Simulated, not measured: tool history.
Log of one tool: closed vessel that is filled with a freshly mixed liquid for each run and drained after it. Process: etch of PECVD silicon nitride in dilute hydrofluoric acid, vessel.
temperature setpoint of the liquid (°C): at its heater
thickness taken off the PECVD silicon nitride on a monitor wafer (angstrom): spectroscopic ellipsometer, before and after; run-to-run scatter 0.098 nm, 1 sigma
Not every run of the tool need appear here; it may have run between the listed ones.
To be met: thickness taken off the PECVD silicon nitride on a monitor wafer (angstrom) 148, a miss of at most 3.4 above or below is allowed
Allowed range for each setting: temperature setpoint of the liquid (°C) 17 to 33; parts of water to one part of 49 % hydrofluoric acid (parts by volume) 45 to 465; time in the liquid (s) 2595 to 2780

run  hour  temperature setpoint of the liquid (°C)  parts of water to one part of 49 % hydrofluoric acid (parts by volume)  time in the liquid (s)  thickness taken off the PECVD silicon nitride on a monitor wafer (angstrom)
  1     0                                       25                                                                     255                    2595                                                                       181.37
  2   8.9                                       24                                                                     255                    2595                                                                       170.06
  3  12.4                                     23.5                                                                     255                    2595                                                                       163.15
  4  20.3                                     23.5                                                                     255                    2780                                                                       174.76
  5  27.6                                       23                                                                     255                    2780                                                                       171.02
  6  30.9                                       23                                                                     335                    2780                                                                       128.61
  7  38.4                                     23.5                                                                     335                    2780                                                                       133.65
  8    48                                       24                                                                     335                    2780                                                                       137.34
  9  51.5                                     24.5                                                                     335                    2780                                                                       141.66

Next run, 4 choices. One meets every target within its allowed miss, the rest don't. Which?
  A    55                                     24.5                                                                     350                    2685                                                                            ?
  B    55                                       24                                                                     330                    2780                                                                            ?
  C    55                                     23.5                                                                     290                    2650                                                                            ?
  D    55                                     26.5                                                                     365                    2665                                                                            ?

move  thickness taken off the PECVD silicon nitride on a monitor wafer (angstrom)
   A                                                                       131.79
   B                                                                       140.37
   C                                                                       147.48
   D                                                                       141.13
A: its largest miss is bigger than the last run's
B: its largest miss is bigger than the last run's
C: all results in spec
D: its largest miss is bigger than the last run's
Go with C: it meets all targets.

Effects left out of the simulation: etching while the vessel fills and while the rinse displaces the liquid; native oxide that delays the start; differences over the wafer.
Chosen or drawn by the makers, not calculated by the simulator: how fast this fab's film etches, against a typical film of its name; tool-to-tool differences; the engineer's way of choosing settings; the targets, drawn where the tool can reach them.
